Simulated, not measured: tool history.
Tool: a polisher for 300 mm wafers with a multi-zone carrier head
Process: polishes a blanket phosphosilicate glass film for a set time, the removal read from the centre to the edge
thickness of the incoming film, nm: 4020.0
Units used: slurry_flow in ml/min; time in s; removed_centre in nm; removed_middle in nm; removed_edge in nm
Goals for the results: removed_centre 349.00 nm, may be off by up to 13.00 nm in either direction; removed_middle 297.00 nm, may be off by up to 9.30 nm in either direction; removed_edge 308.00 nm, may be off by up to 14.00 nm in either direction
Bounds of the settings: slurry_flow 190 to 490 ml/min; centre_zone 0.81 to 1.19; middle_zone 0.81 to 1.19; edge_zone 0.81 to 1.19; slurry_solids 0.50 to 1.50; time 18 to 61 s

run 1 hour=0.0 | slurry_flow=315 centre_zone=1.00 middle_zone=1.00 edge_zone=1.00 slurry_solids=1.00 time=39 | removed_centre=379.86 removed_middle=367.01 removed_edge=380.44
run 2 hour=5.6 | slurry_flow=315 centre_zone=1.00 middle_zone=0.92 edge_zone=1.00 slurry_solids=1.00 time=39 | removed_centre=384.32 removed_middle=352.08 removed_edge=378.57
run 3 hour=8.0 | slurry_flow=315 centre_zone=1.00 middle_zone=0.92 edge_zone=1.00 slurry_solids=0.85 time=39 | removed_centre=367.55 removed_middle=339.90 removed_edge=360.21
run 4 hour=14.0 | slurry_flow=315 centre_zone=1.00 middle_zone=0.92 edge_zone=1.00 slurry_solids=0.85 time=29 | removed_centre=271.19 removed_middle=246.08 removed_edge=266.92
run 5 hour=17.7 | slurry_flow=320 centre_zone=1.03 middle_zone=0.95 edge_zone=1.01 slurry_solids=0.90 time=29 | removed_centre=289.64 removed_middle=259.67 removed_edge=278.61
run 6 hour=23.9 | slurry_flow=320 centre_zone=1.03 middle_zone=0.95 edge_zone=1.01 slurry_solids=0.90 time=37 | removed_centre=358.13 removed_middle=331.79 removed_edge=352.36
run 7 hour=29.9 | slurry_flow=320 centre_zone=1.03 middle_zone=0.95 edge_zone=1.01 slurry_solids=0.90 time=37 | removed_centre=364.98 removed_middle=326.58 removed_edge=357.05
run 8 hour=38.9 | slurry_flow=315 centre_zone=1.03 middle_zone=0.93 edge_zone=0.98 slurry_solids=0.90 time=37 | removed_centre=356.93 removed_middle=326.32 removed_edge=345.72
run 9 hour=40.4 | slurry_flow=315 centre_zone=1.05 middle_zone=0.91 edge_zone=0.96 slurry_solids=0.85 time=37 | removed_centre=358.38 removed_middle=315.97 removed_edge=340.90
run 10 hour=48.2 | slurry_flow=315 centre_zone=1.06 middle_zone=0.90 edge_zone=0.93 slurry_solids=0.80 time=37 | removed_centre=360.94 removed_middle=306.39 removed_edge=332.98
run 11 hour=56.0 | slurry_flow=310 centre_zone=1.06 middle_zone=0.90 edge_zone=0.90 slurry_solids=0.80 time=37 | removed_centre=351.08 removed_middle=307.67 removed_edge=324.30

5 candidate next runs follow, results not yet known. Just one meets every target within its allowed miss. Identify it.
run A hour=63.8 | slurry_flow=305 centre_zone=1.08 middle_zone=1.09 edge_zone=0.81 slurry_solids=0.65 time=35 | removed_centre=? removed_middle=? removed_edge=?
run B hour=63.8 | slurry_flow=325 centre_zone=0.97 middle_zone=0.88 edge_zone=0.81 slurry_solids=0.75 time=39 | removed_centre=? removed_middle=? removed_edge=?
run C hour=63.8 | slurry_flow=190 centre_zone=1.11 middle_zone=0.92 edge_zone=0.87 slurry_solids=0.90 time=37 | removed_centre=? removed_middle=? removed_edge=?
run D hour=63.8 | slurry_flow=295 centre_zone=1.03 middle_zone=0.90 edge_zone=0.86 slurry_solids=0.80 time=33 | removed_centre=? removed_middle=? removed_edge=?
run E hour=63.8 | slurry_flow=245 centre_zone=1.19 middle_zone=1.04 edge_zone=0.81 slurry_solids=1.20 time=30 | removed_centre=? removed_middle=? removed_edge=?

move=A removed_centre=325.75 removed_middle=309.50 removed_edge=276.42
move=B removed_centre=347.24 removed_middle=314.47 removed_edge=321.87
move=C removed_centre=355.29 removed_middle=298.61 removed_edge=312.74
move=D removed_centre=310.28 removed_middle=271.57 removed_edge=282.21
move=E removed_centre=346.00 removed_middle=295.01 removed_edge=273.71
A: the result that was furthest off in the last run now lies on the other side of its target
B: the worst result of the last run now meets its target, but another is out of spec
C: each result inside its tolerance
D: the result that was furthest off in the last run now lies on the other side of its target
E: the result that was furthest off in the last run now lies on the other side of its target
Move C is the one to make.
